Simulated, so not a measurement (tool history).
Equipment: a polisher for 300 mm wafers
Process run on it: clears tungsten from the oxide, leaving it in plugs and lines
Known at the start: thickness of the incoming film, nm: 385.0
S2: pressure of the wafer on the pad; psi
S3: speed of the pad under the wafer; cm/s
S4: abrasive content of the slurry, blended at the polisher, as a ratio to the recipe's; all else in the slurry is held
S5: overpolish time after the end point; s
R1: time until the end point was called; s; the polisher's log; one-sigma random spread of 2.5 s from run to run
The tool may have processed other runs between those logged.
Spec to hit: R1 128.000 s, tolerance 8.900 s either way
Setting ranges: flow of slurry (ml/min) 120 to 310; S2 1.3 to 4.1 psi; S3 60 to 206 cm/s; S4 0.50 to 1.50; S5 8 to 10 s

{"run": 1, "hour": 0.0, "flow of slurry (ml/min)": 200, "S2": 2.7, "S3": 132, "S4": 1.0, "S5": 10, "R1": 86.398}
{"run": 2, "hour": 8.6, "flow of slurry (ml/min)": 200, "S2": 2.7, "S3": 120, "S4": 1.0, "S5": 10, "R1": 92.073}
{"run": 3, "hour": 14.3, "flow of slurry (ml/min)": 200, "S2": 2.7, "S3": 120, "S4": 1.1, "S5": 10, "R1": 91.551}
{"run": 4, "hour": 22.6, "flow of slurry (ml/min)": 200, "S2": 2.7, "S3": 120, "S4": 1.1, "S5": 10, "R1": 91.162}
{"run": 5, "hour": 26.8, "flow of slurry (ml/min)": 200, "S2": 2.5, "S3": 118, "S4": 1.1, "S5": 10, "R1": 102.94}
{"run": 6, "hour": 33.3, "flow of slurry (ml/min)": 200, "S2": 2.5, "S3": 118, "S4": 1.2, "S5": 10, "R1": 100.49}
{"run": 7, "hour": 37.1, "flow of slurry (ml/min)": 200, "S2": 2.4, "S3": 116, "S4": 1.2, "S5": 10, "R1": 105.47}
{"run": 8, "hour": 38.2, "flow of slurry (ml/min)": 200, "S2": 2.3, "S3": 116, "S4": 1.2, "S5": 10, "R1": 113.57}
{"run": 9, "hour": 38.8, "flow of slurry (ml/min)": 200, "S2": 2.2, "S3": 116, "S4": 1.2, "S5": 10, "R1": 112.09}

Which single option among these 4 for the next run brings every result within its allowed miss of target? Just one does.
{"run": "A", "hour": 39.4, "flow of slurry (ml/min)": 210, "S2": 2.2, "S3": 134, "S4": 1.35, "S5": 8, "R1": "?"}
{"run": "B", "hour": 39.4, "flow of slurry (ml/min)": 210, "S2": 2.0, "S3": 112, "S4": 1.5, "S5": 8, "R1": "?"}
{"run": "C", "hour": 39.4, "flow of slurry (ml/min)": 205, "S2": 2.4, "S3": 130, "S4": 1.25, "S5": 8, "R1": "?"}
{"run": "D", "hour": 39.4, "flow of slurry (ml/min)": 245, "S2": 2.7, "S3": 110, "S4": 1.35, "S5": 8, "R1": "?"}

move=A R1=102.150
move=B R1=130.170
move=C R1=98.606
move=D R1=99.683
A: misses by more than the last run did
B: all results in spec
C: misses by more than the last run did
D: misses by more than the last run did
Move B is the one to make.

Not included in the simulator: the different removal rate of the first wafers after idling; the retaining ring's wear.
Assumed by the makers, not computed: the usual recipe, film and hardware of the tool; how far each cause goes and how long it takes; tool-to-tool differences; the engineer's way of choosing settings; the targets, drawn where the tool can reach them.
